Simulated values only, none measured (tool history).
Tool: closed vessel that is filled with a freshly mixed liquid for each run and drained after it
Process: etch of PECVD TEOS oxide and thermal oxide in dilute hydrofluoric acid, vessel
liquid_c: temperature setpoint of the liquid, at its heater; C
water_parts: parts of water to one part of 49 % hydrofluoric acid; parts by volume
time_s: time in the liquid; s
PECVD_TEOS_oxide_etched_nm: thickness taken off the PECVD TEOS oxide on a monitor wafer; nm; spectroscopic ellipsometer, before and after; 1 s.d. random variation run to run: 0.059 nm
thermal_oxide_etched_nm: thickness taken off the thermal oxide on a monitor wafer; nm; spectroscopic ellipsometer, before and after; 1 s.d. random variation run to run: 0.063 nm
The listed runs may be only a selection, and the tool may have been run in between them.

{"run": 1, "hour": 0.0, "liquid_c": 24.0, "water_parts": 150, "time_s": 60, "PECVD_TEOS_oxide_etched_nm": 6.2907, "thermal_oxide_etched_nm": 1.742}
{"run": 2, "hour": 1.9, "liquid_c": 25.5, "water_parts": 145, "time_s": 60, "PECVD_TEOS_oxide_etched_nm": 6.8994, "thermal_oxide_etched_nm": 2.0114}
{"run": 3, "hour": 8.7, "liquid_c": 25.5, "water_parts": 165, "time_s": 60, "PECVD_TEOS_oxide_etched_nm": 5.9247, "thermal_oxide_etched_nm": 1.6889}
{"run": 4, "hour": 14.8, "liquid_c": 25.5, "water_parts": 165, "time_s": 75, "PECVD_TEOS_oxide_etched_nm": 7.3992, "thermal_oxide_etched_nm": 2.1013}
{"run": 5, "hour": 20.6, "liquid_c": 25.5, "water_parts": 165, "time_s": 55, "PECVD_TEOS_oxide_etched_nm": 5.3991, "thermal_oxide_etched_nm": 1.5362}
{"run": 6, "hour": 22.3, "liquid_c": 26.5, "water_parts": 155, "time_s": 55, "PECVD_TEOS_oxide_etched_nm": 6.0247, "thermal_oxide_etched_nm": 1.7086}
{"run": 7, "hour": 29.1, "liquid_c": 30.5, "water_parts": 105, "time_s": 55, "PECVD_TEOS_oxide_etched_nm": 11.027, "thermal_oxide_etched_nm": 3.1383}
{"run": 8, "hour": 31.9, "liquid_c": 30.0, "water_parts": 105, "time_s": 55, "PECVD_TEOS_oxide_etched_nm": 11.009, "thermal_oxide_etched_nm": 3.1049}

Run 9 has not been measured yet. What should we expect?
{"run": 9, "hour": 32.8, "liquid_c": 29.5, "water_parts": 105, "time_s": 55, "PECVD_TEOS_oxide_etched_nm": "?", "thermal_oxide_etched_nm": "?"}

{"run 9": {"PECVD_TEOS_oxide_etched_nm": 10.725, "thermal_oxide_etched_nm": 3.103}}
